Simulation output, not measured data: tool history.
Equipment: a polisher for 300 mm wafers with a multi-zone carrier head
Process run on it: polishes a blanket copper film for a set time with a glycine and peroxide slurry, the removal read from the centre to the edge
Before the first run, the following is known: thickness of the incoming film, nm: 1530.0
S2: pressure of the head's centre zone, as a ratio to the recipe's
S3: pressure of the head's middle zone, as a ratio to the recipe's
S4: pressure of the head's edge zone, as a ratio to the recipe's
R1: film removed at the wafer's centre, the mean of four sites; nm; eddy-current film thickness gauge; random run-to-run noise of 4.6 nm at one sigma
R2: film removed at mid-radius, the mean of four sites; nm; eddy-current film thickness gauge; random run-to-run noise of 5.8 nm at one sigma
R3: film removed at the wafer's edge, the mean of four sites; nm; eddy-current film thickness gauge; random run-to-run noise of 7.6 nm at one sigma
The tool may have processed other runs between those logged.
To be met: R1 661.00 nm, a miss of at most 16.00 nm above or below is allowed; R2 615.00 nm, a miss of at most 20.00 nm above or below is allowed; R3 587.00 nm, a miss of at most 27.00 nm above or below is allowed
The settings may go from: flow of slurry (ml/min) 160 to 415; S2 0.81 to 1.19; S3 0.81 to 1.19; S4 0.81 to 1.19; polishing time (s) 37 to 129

{"run": 1, "hour": 0.0, "flow of slurry (ml/min)": 265, "S2": 1.0, "S3": 1.0, "S4": 1.0, "polishing time (s)": 83, "R1": 480.71, "R2": 456.61, "R3": 473.3}
{"run": 2, "hour": 1.5, "flow of slurry (ml/min)": 280, "S2": 1.04, "S3": 1.05, "S4": 1.04, "polishing time (s)": 86, "R1": 518.53, "R2": 495.53, "R3": 488.83}
{"run": 3, "hour": 10.4, "flow of slurry (ml/min)": 285, "S2": 1.06, "S3": 1.06, "S4": 1.06, "polishing time (s)": 90, "R1": 552.18, "R2": 528.29, "R3": 534.92}
{"run": 4, "hour": 13.7, "flow of slurry (ml/min)": 300, "S2": 1.1, "S3": 1.09, "S4": 1.07, "polishing time (s)": 91, "R1": 584.88, "R2": 543.56, "R3": 541.47}
{"run": 5, "hour": 21.5, "flow of slurry (ml/min)": 300, "S2": 1.1, "S3": 1.01, "S4": 1.07, "polishing time (s)": 91, "R1": 583.67, "R2": 518.18, "R3": 541.7}
{"run": 6, "hour": 25.4, "flow of slurry (ml/min)": 260, "S2": 1.1, "S3": 1.01, "S4": 1.07, "polishing time (s)": 91, "R1": 573.34, "R2": 508.47, "R3": 535.28}
{"run": 7, "hour": 29.8, "flow of slurry (ml/min)": 275, "S2": 1.12, "S3": 1.05, "S4": 1.09, "polishing time (s)": 92, "R1": 599.21, "R2": 527.08, "R3": 555.35}
{"run": 8, "hour": 33.5, "flow of slurry (ml/min)": 290, "S2": 1.13, "S3": 1.09, "S4": 1.09, "polishing time (s)": 93, "R1": 611.41, "R2": 556.54, "R3": 552.11}
{"run": 9, "hour": 38.6, "flow of slurry (ml/min)": 290, "S2": 1.13, "S3": 1.09, "S4": 1.09, "polishing time (s)": 93, "R1": 609.16, "R2": 554.15, "R3": 558.25}
{"run": 10, "hour": 40.1, "flow of slurry (ml/min)": 305, "S2": 1.14, "S3": 1.11, "S4": 1.1, "polishing time (s)": 94, "R1": 632.02, "R2": 565.11, "R3": 579.91}
{"run": 11, "hour": 44.7, "flow of slurry (ml/min)": 315, "S2": 1.14, "S3": 1.13, "S4": 1.09, "polishing time (s)": 95, "R1": 635.23, "R2": 586.1, "R3": 583.7}

5 candidate next runs follow, results not yet known. Just one meets every target within its allowed miss. Identify it.
{"run": "A", "hour": 49.3, "flow of slurry (ml/min)": 295, "S2": 1.15, "S3": 1.14, "S4": 1.07, "polishing time (s)": 99, "R1": "?", "R2": "?", "R3": "?"}
{"run": "B", "hour": 49.3, "flow of slurry (ml/min)": 360, "S2": 1.04, "S3": 1.19, "S4": 1.17, "polishing time (s)": 98, "R1": "?", "R2": "?", "R3": "?"}
{"run": "C", "hour": 49.3, "flow of slurry (ml/min)": 255, "S2": 1.19, "S3": 1.19, "S4": 0.94, "polishing time (s)": 101, "R1": "?", "R2": "?", "R3": "?"}
{"run": "D", "hour": 49.3, "flow of slurry (ml/min)": 330, "S2": 1.09, "S3": 1.15, "S4": 1.05, "polishing time (s)": 93, "R1": "?", "R2": "?", "R3": "?"}
{"run": "E", "hour": 49.3, "flow of slurry (ml/min)": 365, "S2": 1.17, "S3": 1.13, "S4": 1.14, "polishing time (s)": 92, "R1": "?", "R2": "?", "R3": "?"}

move=A R1=661.00 R2=611.19 R3=575.82
move=B R1=604.05 R2=637.04 R3=602.29
move=C R1=685.17 R2=633.05 R3=547.97
move=D R1=595.71 R2=584.62 R3=540.97
move=E R1=639.06 R2=575.64 R3=559.49
A: meets every target
B: the biggest miss grows against the last run
C: takes the result that was furthest off past its target
D: the biggest miss grows against the last run
E: the biggest miss grows against the last run
A meets every target.

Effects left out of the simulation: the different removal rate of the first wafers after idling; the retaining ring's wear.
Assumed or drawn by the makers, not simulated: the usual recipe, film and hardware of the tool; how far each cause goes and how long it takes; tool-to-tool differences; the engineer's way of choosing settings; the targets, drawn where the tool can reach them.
